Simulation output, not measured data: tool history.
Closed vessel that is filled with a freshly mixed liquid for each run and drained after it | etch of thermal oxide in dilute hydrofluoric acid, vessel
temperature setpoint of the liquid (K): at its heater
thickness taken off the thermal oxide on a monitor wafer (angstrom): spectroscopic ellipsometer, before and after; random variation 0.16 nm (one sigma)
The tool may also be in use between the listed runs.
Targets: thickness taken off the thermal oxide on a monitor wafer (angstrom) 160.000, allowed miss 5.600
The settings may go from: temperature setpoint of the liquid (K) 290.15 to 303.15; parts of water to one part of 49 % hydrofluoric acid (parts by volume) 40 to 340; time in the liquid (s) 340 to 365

run	day	temperature setpoint of the liquid (K)	parts of water to one part of 49 % hydrofluoric acid (parts by volume)	time in the liquid (s)	thickness taken off the thermal oxide on a monitor wafer (angstrom)
1	0.000	295.15	190	340	69.351
2	0.208	296.65	170	340	82.650
3	0.425	298.65	170	340	88.778
4	0.571	295.65	170	340	79.359
5	0.762	295.65	195	340	67.702
6	0.950	295.65	195	365	71.839
7	1.096	297.15	175	365	86.813
8	1.396	301.15	100	365	195.850
9	1.746	300.15	100	365	187.160
10	1.842	299.15	100	365	180.550
11	1.867	298.65	100	365	176.940
12	1.908	298.15	100	365	175.880
13	2.167	297.65	100	365	171.390
14	2.458	297.15	100	365	168.140

5 next moves are on the table. One of them brings every result within its allowed miss. Which?
A	2.750	301.15	115	350	?
B	2.750	297.65	95	365	?
C	2.750	297.15	95	365	?
D	2.750	297.65	90	350	?
E	2.750	294.65	80	360	?

move	thickness taken off the thermal oxide on a monitor wafer (angstrom)
A	159.300
B	180.230
C	176.690
D	183.570
E	190.490
A: meets every target
B: further off than the last run
C: further off than the last run
D: further off than the last run
E: further off than the last run
Move A is the one to make.
